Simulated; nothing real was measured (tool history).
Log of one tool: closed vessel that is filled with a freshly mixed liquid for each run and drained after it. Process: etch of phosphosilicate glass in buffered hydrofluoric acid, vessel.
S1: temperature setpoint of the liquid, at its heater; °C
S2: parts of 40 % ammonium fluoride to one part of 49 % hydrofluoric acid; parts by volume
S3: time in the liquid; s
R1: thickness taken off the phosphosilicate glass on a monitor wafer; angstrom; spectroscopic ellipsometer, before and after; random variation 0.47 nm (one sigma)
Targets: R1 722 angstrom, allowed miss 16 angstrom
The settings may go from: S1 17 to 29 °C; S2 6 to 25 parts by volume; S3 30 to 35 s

Run 1, hour 0: S1 21 °C, S2 15.5 parts by volume, S3 35 s. Result: R1 1329.6 angstrom.
Run 2, hour 1.1: S1 21 °C, S2 15.5 parts by volume, S3 35 s. Result: R1 1330.3 angstrom.
Run 3, hour 4.9: S1 20 °C, S2 17 parts by volume, S3 35 s. Result: R1 1145.2 angstrom.
Run 4, hour 11.3: S1 19.5 °C, S2 18 parts by volume, S3 35 s. Result: R1 1054.4 angstrom.
Run 5, hour 19: S1 19 °C, S2 19 parts by volume, S3 35 s. Result: R1 981.54 angstrom.
Run 6, hour 23.4: S1 19 °C, S2 16 parts by volume, S3 35 s. Result: R1 1145.8 angstrom.
Run 7, hour 31.4: S1 17 °C, S2 21 parts by volume, S3 35 s. Result: R1 783.63 angstrom.
Run 8, hour 34.5: S1 17 °C, S2 21.5 parts by volume, S3 35 s. Result: R1 769.79 angstrom.
Run 9, hour 40.9: S1 17 °C, S2 22 parts by volume, S3 35 s. Result: R1 755.61 angstrom.
Run 10, hour 46.7: S1 17 °C, S2 22.5 parts by volume, S3 35 s. Result: R1 739.66 angstrom.
At hour 54.9: hydrofluoric acid flow meter replaced.
Run 11, hour 54.9: S1 17 °C, S2 23 parts by volume, S3 35 s. Result: R1 695.6 angstrom.

Which of these 4 next moves meets every target?
Run A, hour 63.1: S1 21 °C, S2 25 parts by volume, S3 30 s. Result: R1 ?.
Run B, hour 63.1: S1 18 °C, S2 23.5 parts by volume, S3 35 s. Result: R1 ?.
Run C, hour 63.1: S1 17.5 °C, S2 24 parts by volume, S3 35 s. Result: R1 ?.
Run D, hour 63.1: S1 17 °C, S2 23.5 parts by volume, S3 35 s. Result: R1 ?.

move      R1
   A   699.4
   B  718.99
   C  688.67
   D  679.06
A: nearer than the last run, and not there yet
B: meets every target
C: further off than the last run
D: further off than the last run
The right move is B.
